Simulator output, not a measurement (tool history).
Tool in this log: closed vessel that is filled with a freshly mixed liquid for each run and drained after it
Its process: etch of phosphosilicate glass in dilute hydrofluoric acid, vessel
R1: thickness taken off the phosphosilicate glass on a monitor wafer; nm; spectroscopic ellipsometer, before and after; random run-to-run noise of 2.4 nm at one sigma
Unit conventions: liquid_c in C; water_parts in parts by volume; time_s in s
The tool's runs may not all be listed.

Run 1, day 0.000: liquid_c 25.0 C, water_parts 120 parts by volume, time_s 90 s. Result: R1 104.11 nm.
Run 2, day 0.342: liquid_c 27.5 C, water_parts 90 parts by volume, time_s 90 s. Result: R1 158.99 nm.
Run 3, day 0.662: liquid_c 27.5 C, water_parts 90 parts by volume, time_s 90 s. Result: R1 159.57 nm.
Run 4, day 0.838: liquid_c 27.5 C, water_parts 90 parts by volume, time_s 100 s. Result: R1 176.38 nm.
Run 5, day 1.025: liquid_c 29.0 C, water_parts 75 parts by volume, time_s 100 s. Result: R1 228.62 nm.
Run 6, day 1.221: liquid_c 30.0 C, water_parts 65 parts by volume, time_s 100 s. Result: R1 281.85 nm.
Run 7, day 1.471: liquid_c 33.0 C, water_parts 50 parts by volume, time_s 100 s. Result: R1 417.11 nm.

What does the tool deliver on the next run?
Run 8, day 1.788: liquid_c 32.5 C, water_parts 50 parts by volume, time_s 100 s. Result: R1 ?.

R1: 412.87 nm
